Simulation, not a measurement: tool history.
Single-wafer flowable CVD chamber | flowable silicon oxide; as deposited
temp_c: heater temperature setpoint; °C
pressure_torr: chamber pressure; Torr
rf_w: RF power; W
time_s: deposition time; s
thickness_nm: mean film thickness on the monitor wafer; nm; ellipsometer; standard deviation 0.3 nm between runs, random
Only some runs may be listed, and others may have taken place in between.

run 1 hour=0.0 | temp_c=95 pressure_torr=0.732 rf_w=1930 time_s=264 | thickness_nm=153.99
run 2 hour=6.1 | temp_c=95 pressure_torr=0.732 rf_w=1930 time_s=251 | thickness_nm=147.11
run 3 hour=7.9 | temp_c=95 pressure_torr=0.732 rf_w=1675 time_s=251 | thickness_nm=142.48
run 4 hour=13.1 | temp_c=96 pressure_torr=0.732 rf_w=1675 time_s=251 | thickness_nm=139.35
run 5 hour=15.9 | temp_c=96 pressure_torr=0.732 rf_w=1675 time_s=251 | thickness_nm=139.46
run 6 hour=18.2 | temp_c=96 pressure_torr=0.732 rf_w=1495 time_s=251 | thickness_nm=136.06

For run 7, what comes out?
run 7 hour=19.7 | temp_c=97 pressure_torr=0.732 rf_w=1495 time_s=251 | thickness_nm=?

thickness_nm: 132.70 nm

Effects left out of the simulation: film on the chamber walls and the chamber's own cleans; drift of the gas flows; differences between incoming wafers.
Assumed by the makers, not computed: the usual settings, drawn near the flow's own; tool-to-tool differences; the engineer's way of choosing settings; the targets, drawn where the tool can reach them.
